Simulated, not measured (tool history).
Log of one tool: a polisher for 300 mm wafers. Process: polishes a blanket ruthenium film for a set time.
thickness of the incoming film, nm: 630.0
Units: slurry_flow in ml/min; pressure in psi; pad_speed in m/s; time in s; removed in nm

Run 1, day 0.000: slurry_flow 160 ml/min, pressure 1.5 psi, pad_speed 1.04 m/s, time 36 s. Result: removed 35.354 nm.
Run 2, day 0.029: slurry_flow 155 ml/min, pressure 1.3 psi, pad_speed 1.04 m/s, time 36 s. Result: removed 31.631 nm.
Run 3, day 0.321: slurry_flow 135 ml/min, pressure 1.3 psi, pad_speed 1.04 m/s, time 36 s. Result: removed 30.690 nm.
Run 4, day 0.438: slurry_flow 135 ml/min, pressure 1.3 psi, pad_speed 0.92 m/s, time 36 s. Result: removed 27.750 nm.
Run 5, day 0.771: slurry_flow 130 ml/min, pressure 1.2 psi, pad_speed 0.92 m/s, time 36 s. Result: removed 25.280 nm.
Run 6, day 0.871: slurry_flow 165 ml/min, pressure 1.2 psi, pad_speed 0.92 m/s, time 36 s. Result: removed 26.754 nm.
Run 7, day 1.154: slurry_flow 155 ml/min, pressure 1.1 psi, pad_speed 0.92 m/s, time 36 s. Result: removed 24.864 nm.
Run 8, day 1.229: slurry_flow 145 ml/min, pressure 1.1 psi, pad_speed 0.92 m/s, time 36 s. Result: removed 24.430 nm.
Run 9, day 1.300: slurry_flow 140 ml/min, pressure 1.1 psi, pad_speed 0.92 m/s, time 36 s. Result: removed 24.419 nm.

The next listed run, before its measurement:
Run 10, day 1.567: slurry_flow 135 ml/min, pressure 1.1 psi, pad_speed 0.92 m/s, time 36 s. Result: removed ?.

Run 10 gave removed 24.120 nm.
